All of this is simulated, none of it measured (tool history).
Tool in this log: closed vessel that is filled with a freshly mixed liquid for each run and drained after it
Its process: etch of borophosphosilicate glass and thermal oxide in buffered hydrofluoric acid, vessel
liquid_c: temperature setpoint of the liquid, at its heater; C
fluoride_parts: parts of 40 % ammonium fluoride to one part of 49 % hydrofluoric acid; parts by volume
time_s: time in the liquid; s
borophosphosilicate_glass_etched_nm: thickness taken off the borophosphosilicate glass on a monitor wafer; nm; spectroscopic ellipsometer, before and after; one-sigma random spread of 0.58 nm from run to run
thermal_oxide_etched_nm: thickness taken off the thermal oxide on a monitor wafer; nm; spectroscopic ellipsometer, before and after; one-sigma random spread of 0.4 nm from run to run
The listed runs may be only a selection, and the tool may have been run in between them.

run  hour  liquid_c  fluoride_parts  time_s  borophosphosilicate_glass_etched_nm  thermal_oxide_etched_nm
  1     0        24             7.5      60                               121.79                   92.752
  2   6.9        23               8      60                               108.09                   81.628
  3  13.8      22.5             8.5      60                               98.332                   74.807
  4  21.9        22             8.5      60                               94.707                   72.225
  5  22.8      21.5             8.5      60                               93.749                   70.947
  6    26        21             8.5      60                               91.624                   69.177
  7  27.1      20.5             8.5      60                               88.517                   66.133

Estimate the outcome of run 8 from the log above:
  8  31.3        17            10.5      60                                    ?                        ?

{"run 8": {"borophosphosilicate_glass_etched_nm": 61.631, "thermal_oxide_etched_nm": 46.766}}
